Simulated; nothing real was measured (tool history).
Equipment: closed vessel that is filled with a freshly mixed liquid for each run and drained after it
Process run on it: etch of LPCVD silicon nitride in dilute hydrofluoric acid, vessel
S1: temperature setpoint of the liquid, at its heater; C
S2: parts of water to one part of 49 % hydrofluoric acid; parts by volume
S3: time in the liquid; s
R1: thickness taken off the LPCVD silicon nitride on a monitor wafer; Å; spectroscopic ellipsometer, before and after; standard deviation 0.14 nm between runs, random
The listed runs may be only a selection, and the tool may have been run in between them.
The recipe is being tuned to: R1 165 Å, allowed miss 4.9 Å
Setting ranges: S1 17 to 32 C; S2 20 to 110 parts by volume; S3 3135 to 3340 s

Run 1, hour 0: S1 24 C, S2 60 parts by volume, S3 3135 s. Result: R1 229.16 Å.
Run 2, hour 3.8: S1 24 C, S2 60 parts by volume, S3 3135 s. Result: R1 232.26 Å.
Run 3, hour 12.6: S1 23 C, S2 60 parts by volume, S3 3135 s. Result: R1 214.35 Å.
Run 4, hour 14.9: S1 22 C, S2 60 parts by volume, S3 3135 s. Result: R1 201.02 Å.
Run 5, hour 19.1: S1 22 C, S2 60 parts by volume, S3 3135 s. Result: R1 202.17 Å.
Run 6, hour 27.3: S1 22 C, S2 60 parts by volume, S3 3135 s. Result: R1 199.14 Å.
Run 7, hour 33: S1 21.5 C, S2 60 parts by volume, S3 3135 s. Result: R1 196.16 Å.
Run 8, hour 39.8: S1 21 C, S2 60 parts by volume, S3 3135 s. Result: R1 186.69 Å.

Consider the 4 candidate settings below. Which is the only one whose results all fall within their allowed miss of target?
Run A, hour 46.6: S1 21 C, S2 70 parts by volume, S3 3210 s. Result: R1 ?.
Run B, hour 46.6: S1 17 C, S2 55 parts by volume, S3 3210 s. Result: R1 ?.
Run C, hour 46.6: S1 17.5 C, S2 60 parts by volume, S3 3340 s. Result: R1 ?.
Run D, hour 46.6: S1 22.5 C, S2 80 parts by volume, S3 3160 s. Result: R1 ?.

move      R1
   A  164.98
   B  157.88
   C  156.42
   D  157.76
A: all results in spec
B: the result that was furthest off in the last run now lies on the other side of its target
C: the result that was furthest off in the last run now lies on the other side of its target
D: the result that was furthest off in the last run now lies on the other side of its target
The move that meets every target is A.

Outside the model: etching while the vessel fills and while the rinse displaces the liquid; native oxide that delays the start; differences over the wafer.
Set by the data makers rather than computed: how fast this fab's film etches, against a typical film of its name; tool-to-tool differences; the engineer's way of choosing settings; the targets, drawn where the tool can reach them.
